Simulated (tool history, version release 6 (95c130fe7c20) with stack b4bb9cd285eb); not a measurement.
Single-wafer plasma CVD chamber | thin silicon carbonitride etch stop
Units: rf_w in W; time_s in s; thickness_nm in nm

Run 1, hour 0: rf_w 270 W, time_s 22.1 s. Result: thickness_nm 13.426 nm.
Run 2, hour 1.3: rf_w 280 W, time_s 22.5 s. Result: thickness_nm 13.835 nm.
Run 3, hour 4.2: rf_w 300 W, time_s 22.5 s. Result: thickness_nm 14.144 nm.
Run 4, hour 12.7: rf_w 320 W, time_s 22.5 s. Result: thickness_nm 14.425 nm.
Run 5, hour 14.1: rf_w 320 W, time_s 20.8 s. Result: thickness_nm 13.377 nm.
Run 6, hour 20.1: rf_w 320 W, time_s 18.2 s. Result: thickness_nm 11.725 nm.

The next listed run, before its measurement:
Run 7, hour 23.5: rf_w 355 W, time_s 21.7 s. Result: thickness_nm ?.

Run 7 measured thickness_nm 14.323 nm.
